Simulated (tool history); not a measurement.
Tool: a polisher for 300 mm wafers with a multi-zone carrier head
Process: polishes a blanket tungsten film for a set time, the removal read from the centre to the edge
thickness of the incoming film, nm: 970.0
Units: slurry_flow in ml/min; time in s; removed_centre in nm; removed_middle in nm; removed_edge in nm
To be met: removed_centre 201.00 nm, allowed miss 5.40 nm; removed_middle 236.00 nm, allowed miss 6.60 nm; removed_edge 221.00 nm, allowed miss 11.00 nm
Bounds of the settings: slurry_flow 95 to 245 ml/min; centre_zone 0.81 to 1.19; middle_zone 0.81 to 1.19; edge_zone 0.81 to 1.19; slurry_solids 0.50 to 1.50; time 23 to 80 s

run 1 hour=0.0 | slurry_flow=155 centre_zone=1.00 middle_zone=1.00 edge_zone=1.00 slurry_solids=1.00 time=51 | removed_centre=243.14 removed_middle=245.15 removed_edge=243.86
run 2 hour=5.3 | slurry_flow=155 centre_zone=1.00 middle_zone=0.93 edge_zone=1.00 slurry_solids=1.00 time=51 | removed_centre=241.85 removed_middle=230.62 removed_edge=247.99
run 3 hour=13.6 | slurry_flow=180 centre_zone=1.00 middle_zone=0.93 edge_zone=1.00 slurry_solids=1.00 time=51 | removed_centre=245.63 removed_middle=233.58 removed_edge=247.12
run 4 hour=15.0 | slurry_flow=180 centre_zone=1.00 middle_zone=0.93 edge_zone=1.00 slurry_solids=0.80 time=51 | removed_centre=240.01 removed_middle=227.90 removed_edge=237.00
run 5 hour=19.9 | slurry_flow=180 centre_zone=1.03 middle_zone=0.93 edge_zone=1.00 slurry_solids=0.80 time=51 | removed_centre=244.15 removed_middle=229.51 removed_edge=247.66
run 6 hour=27.5 | slurry_flow=165 centre_zone=0.99 middle_zone=0.96 edge_zone=1.03 slurry_solids=0.75 time=51 | removed_centre=227.55 removed_middle=227.11 removed_edge=234.89
run 7 hour=35.8 | slurry_flow=155 centre_zone=0.97 middle_zone=0.99 edge_zone=1.04 slurry_solids=0.75 time=51 | removed_centre=224.07 removed_middle=231.43 removed_edge=240.86
run 8 hour=40.1 | slurry_flow=150 centre_zone=0.95 middle_zone=1.01 edge_zone=1.02 slurry_solids=0.75 time=51 | removed_centre=215.04 removed_middle=233.63 removed_edge=238.12
run 9 hour=43.8 | slurry_flow=150 centre_zone=0.95 middle_zone=1.02 edge_zone=0.99 slurry_solids=0.70 time=51 | removed_centre=215.14 removed_middle=230.52 removed_edge=228.32
run 10 hour=51.5 | slurry_flow=145 centre_zone=0.94 middle_zone=1.04 edge_zone=0.98 slurry_solids=0.70 time=51 | removed_centre=210.73 removed_middle=231.05 removed_edge=226.72

4 next moves are on the table. One of them brings every result within its allowed miss. Which?
run A hour=59.2 | slurry_flow=110 centre_zone=1.00 middle_zone=1.12 edge_zone=1.07 slurry_solids=0.80 time=48 | removed_centre=? removed_middle=? removed_edge=?
run B hour=59.2 | slurry_flow=135 centre_zone=0.90 middle_zone=0.96 edge_zone=1.04 slurry_solids=0.70 time=55 | removed_centre=? removed_middle=? removed_edge=?
run C hour=59.2 | slurry_flow=225 centre_zone=0.89 middle_zone=1.06 edge_zone=0.99 slurry_solids=0.60 time=49 | removed_centre=? removed_middle=? removed_edge=?
run D hour=59.2 | slurry_flow=110 centre_zone=0.85 middle_zone=0.96 edge_zone=1.06 slurry_solids=0.70 time=55 | removed_centre=? removed_middle=? removed_edge=?

move=A removed_centre=197.63 removed_middle=224.58 removed_edge=216.02
move=B removed_centre=209.39 removed_middle=231.00 removed_edge=246.52
move=C removed_centre=197.43 removed_middle=236.92 removed_edge=221.48
move=D removed_centre=187.18 removed_middle=220.27 removed_edge=240.69
A: brings the result that was furthest off to its target, and leaves another outside
B: further off than the last run
C: meets every target
D: takes the result that was furthest off past its target
Answer: C
